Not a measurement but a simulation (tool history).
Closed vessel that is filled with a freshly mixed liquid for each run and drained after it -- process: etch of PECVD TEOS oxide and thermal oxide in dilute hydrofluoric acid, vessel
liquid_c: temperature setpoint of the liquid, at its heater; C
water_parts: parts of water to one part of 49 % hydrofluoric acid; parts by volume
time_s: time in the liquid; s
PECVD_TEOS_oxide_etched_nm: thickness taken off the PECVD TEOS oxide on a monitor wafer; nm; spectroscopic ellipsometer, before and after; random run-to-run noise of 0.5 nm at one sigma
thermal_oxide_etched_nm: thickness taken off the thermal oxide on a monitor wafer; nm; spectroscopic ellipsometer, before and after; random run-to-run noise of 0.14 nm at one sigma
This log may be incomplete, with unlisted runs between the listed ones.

run	hour	liquid_c	water_parts	time_s	PECVD_TEOS_oxide_etched_nm	thermal_oxide_etched_nm
1	0.0	24	205	1095	40.051	24.922
2	7.7	24	205	1380	50.629	31.612
3	14.8	24	135	1380	82.586	51.254
4	19.6	24	135	1115	66.464	41.803
5	27.6	23	135	1115	64.916	39.740
6	31.3	23	140	1115	62.425	38.284

What will run 7 give?
7	37.2	23	145	1115	?	?

Run 7 came out at PECVD_TEOS_oxide_etched_nm 58.718 nm, thermal_oxide_etched_nm 36.914 nm.
